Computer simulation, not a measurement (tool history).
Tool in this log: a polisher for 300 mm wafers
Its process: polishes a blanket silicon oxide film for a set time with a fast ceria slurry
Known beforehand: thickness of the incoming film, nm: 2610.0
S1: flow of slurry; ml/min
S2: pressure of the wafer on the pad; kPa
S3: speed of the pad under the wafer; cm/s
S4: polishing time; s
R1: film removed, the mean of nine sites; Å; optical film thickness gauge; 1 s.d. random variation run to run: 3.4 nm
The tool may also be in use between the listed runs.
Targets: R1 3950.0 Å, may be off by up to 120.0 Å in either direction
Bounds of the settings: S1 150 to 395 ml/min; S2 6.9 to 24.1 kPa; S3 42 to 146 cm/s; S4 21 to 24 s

run  hour   S1    S2  S3  S4      R1
  1   0.0  250  15.2  94  24  2922.4
  2   7.8  250  15.2  78  24  2420.5
  3  12.4  250  16.5  78  24  2644.5
  4  17.0  300  16.5  78  24  2661.7
  5  17.5  300  12.4  78  24  2046.0
  6  26.4  340  12.4  78  24  2053.6
  7  30.0  340  14.5  78  24  2379.8
  8  35.0  340  15.9  78  24  2585.2
     42.5  -- head pressure recalibrated
  9  42.5  340  17.2  78  24  2563.2
 10  49.9  330  18.6  80  24  2865.9
 11  57.5  330  18.6  80  24  2878.8

Which of these 4 next moves meets every target?
  A  65.1  345  19.3   86  24   ?
  B  65.1  340  20.0  102  24   ?
  C  65.1  330  17.9   72  24   ?
  D  65.1  300  17.2  104  24   ?

move      R1
   A  3199.9
   B  3902.7
   C  2498.8
   D  3403.7
A: closes in on the targets versus the last run, not all within tolerance yet
B: every result lands within tolerance
C: lands further from the targets than the last run did
D: closes in on the targets versus the last run, not all within tolerance yet
Go with B: it meets all targets.
